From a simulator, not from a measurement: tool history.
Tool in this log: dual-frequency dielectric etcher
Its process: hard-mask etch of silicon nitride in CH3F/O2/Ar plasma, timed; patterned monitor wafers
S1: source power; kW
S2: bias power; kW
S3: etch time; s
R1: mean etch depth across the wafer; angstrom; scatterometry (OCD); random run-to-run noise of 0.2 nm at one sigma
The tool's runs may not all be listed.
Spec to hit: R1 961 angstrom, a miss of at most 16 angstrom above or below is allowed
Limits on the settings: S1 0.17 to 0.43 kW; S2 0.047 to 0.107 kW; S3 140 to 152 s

run,hour,S1,S2,S3,R1
1,0,0.3,0.077,152,1097.9
2,5.3,0.25,0.077,152,1042.1
3,13,0.3,0.077,152,1098.9
4,21,0.26,0.077,152,1056.3
5,27.7,0.26,0.084,152,1096.1
6,29,0.28,0.084,152,1117.2
7,34.7,0.26,0.082,152,1081.8
8,40.6,0.25,0.081,152,1067.7
9,45.3,0.24,0.08,152,1049.3
10,53.9,0.24,0.08,152,1052.1
11,55.3,0.23,0.079,152,1034.5
12,64.2,0.22,0.078,152,1012.5
13,69.5,0.21,0.078,152,1005.6
14,74.8,0.2,0.078,152,988.69

Which of these 4 next moves meets every target?
A,80.1,0.21,0.093,141.5,?
B,80.1,0.2,0.096,145,?
C,80.1,0.19,0.08,147.5,?
D,80.1,0.23,0.08,148,?

move,R1
A,1007.5
B,1034
C,957.63
D,1010.1
A: misses by more than the last run did
B: misses by more than the last run did
C: every result lands within tolerance
D: misses by more than the last run did
The move that meets every target is C.
